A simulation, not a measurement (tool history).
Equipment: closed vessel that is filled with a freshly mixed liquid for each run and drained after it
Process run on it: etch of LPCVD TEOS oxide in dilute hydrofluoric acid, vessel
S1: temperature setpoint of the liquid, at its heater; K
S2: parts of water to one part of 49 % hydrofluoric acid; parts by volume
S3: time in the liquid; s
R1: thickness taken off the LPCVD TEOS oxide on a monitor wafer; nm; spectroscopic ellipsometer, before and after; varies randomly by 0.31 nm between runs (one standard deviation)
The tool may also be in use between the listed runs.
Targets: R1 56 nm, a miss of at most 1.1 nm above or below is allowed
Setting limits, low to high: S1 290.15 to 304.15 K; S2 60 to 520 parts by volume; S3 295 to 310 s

{"run": 1, "day": 0.0, "S1": 296.15, "S2": 290, "S3": 295, "R1": 26.281}
{"run": 2, "day": 0.225, "S1": 296.15, "S2": 385, "S3": 295, "R1": 18.103}
{"run": 3, "day": 0.588, "S1": 298.65, "S2": 320, "S3": 295, "R1": 25.289}
{"run": 4, "day": 0.833, "S1": 298.65, "S2": 245, "S3": 295, "R1": 35.06}
{"run": 5, "day": 1.083, "S1": 298.65, "S2": 180, "S3": 295, "R1": 51.339}
{"run": 6, "day": 1.292, "S1": 299.65, "S2": 180, "S3": 295, "R1": 53.72}
{"run": 7, "day": 1.579, "S1": 299.65, "S2": 180, "S3": 295, "R1": 53.925}
{"run": 8, "day": 1.842, "S1": 300.15, "S2": 180, "S3": 295, "R1": 54.086}

4 next moves are on the table. One of them brings every result within its allowed miss. Which?
{"run": "A", "day": 2.104, "S1": 301.65, "S2": 200, "S3": 305, "R1": "?"}
{"run": "B", "day": 2.104, "S1": 300.65, "S2": 185, "S3": 310, "R1": "?"}
{"run": "C", "day": 2.104, "S1": 300.65, "S2": 190, "S3": 300, "R1": "?"}
{"run": "D", "day": 2.104, "S1": 304.15, "S2": 220, "S3": 310, "R1": "?"}

move=A R1=52.005
move=B R1=56.041
move=C R1=52.516
move=D R1=51.268
A: further off than the last run
B: meets every target
C: further off than the last run
D: further off than the last run
Move B is the one to make.

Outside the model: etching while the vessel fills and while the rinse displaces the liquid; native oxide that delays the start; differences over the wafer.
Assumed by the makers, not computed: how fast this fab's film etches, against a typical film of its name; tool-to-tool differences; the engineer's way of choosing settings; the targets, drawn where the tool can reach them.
